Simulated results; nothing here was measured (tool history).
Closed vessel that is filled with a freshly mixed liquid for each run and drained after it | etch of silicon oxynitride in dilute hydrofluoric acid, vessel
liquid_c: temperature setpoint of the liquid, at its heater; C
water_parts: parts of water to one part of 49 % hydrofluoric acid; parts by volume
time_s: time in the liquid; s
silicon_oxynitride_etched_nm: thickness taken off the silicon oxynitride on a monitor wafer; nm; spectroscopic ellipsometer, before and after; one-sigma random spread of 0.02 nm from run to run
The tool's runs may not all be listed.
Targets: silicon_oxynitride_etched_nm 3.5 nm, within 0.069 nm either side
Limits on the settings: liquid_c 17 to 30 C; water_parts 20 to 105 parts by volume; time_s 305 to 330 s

{"run": 1, "day": 0.0, "liquid_c": 22, "water_parts": 55, "time_s": 305, "silicon_oxynitride_etched_nm": 7.0466}
{"run": 2, "day": 0.088, "liquid_c": 20.5, "water_parts": 60, "time_s": 305, "silicon_oxynitride_etched_nm": 5.988}
{"run": 3, "day": 0.329, "liquid_c": 22.5, "water_parts": 60, "time_s": 305, "silicon_oxynitride_etched_nm": 6.6398}
{"run": 4, "day": 0.367, "liquid_c": 22.5, "water_parts": 60, "time_s": 305, "silicon_oxynitride_etched_nm": 6.5918}
{"run": 5, "day": 0.617, "liquid_c": 21, "water_parts": 65, "time_s": 305, "silicon_oxynitride_etched_nm": 5.6437}
{"run": 6, "day": 0.862, "liquid_c": 20, "water_parts": 70, "time_s": 305, "silicon_oxynitride_etched_nm": 4.9992}
{"run": 7, "day": 1.1, "liquid_c": 19, "water_parts": 75, "time_s": 305, "silicon_oxynitride_etched_nm": 4.4396}
{"run": 8, "day": 1.317, "liquid_c": 18.5, "water_parts": 80, "time_s": 305, "silicon_oxynitride_etched_nm": 4.0296}
{"run": 9, "day": 1.45, "liquid_c": 18, "water_parts": 80, "time_s": 305, "silicon_oxynitride_etched_nm": 3.885}
{"run": 10, "day": 1.558, "liquid_c": 17.5, "water_parts": 80, "time_s": 305, "silicon_oxynitride_etched_nm": 3.809}
{"run": 11, "day": 1.742, "liquid_c": 17, "water_parts": 80, "time_s": 305, "silicon_oxynitride_etched_nm": 3.7334}

4 next moves are on the table. One of them brings every result within its allowed miss. Which?
{"run": "A", "day": 1.925, "liquid_c": 17, "water_parts": 95, "time_s": 330, "silicon_oxynitride_etched_nm": "?"}
{"run": "B", "day": 1.925, "liquid_c": 20.5, "water_parts": 105, "time_s": 305, "silicon_oxynitride_etched_nm": "?"}
{"run": "C", "day": 1.925, "liquid_c": 17, "water_parts": 90, "time_s": 305, "silicon_oxynitride_etched_nm": "?"}
{"run": "D", "day": 1.925, "liquid_c": 17, "water_parts": 85, "time_s": 305, "silicon_oxynitride_etched_nm": "?"}

move=A silicon_oxynitride_etched_nm=3.3353
move=B silicon_oxynitride_etched_nm=3.2932
move=C silicon_oxynitride_etched_nm=3.2645
move=D silicon_oxynitride_etched_nm=3.4677
A: takes the biggest miss from the last run beyond its target
B: takes the biggest miss from the last run beyond its target
C: takes the biggest miss from the last run beyond its target
D: meets every target
D is the move that brings every result within its allowed miss.
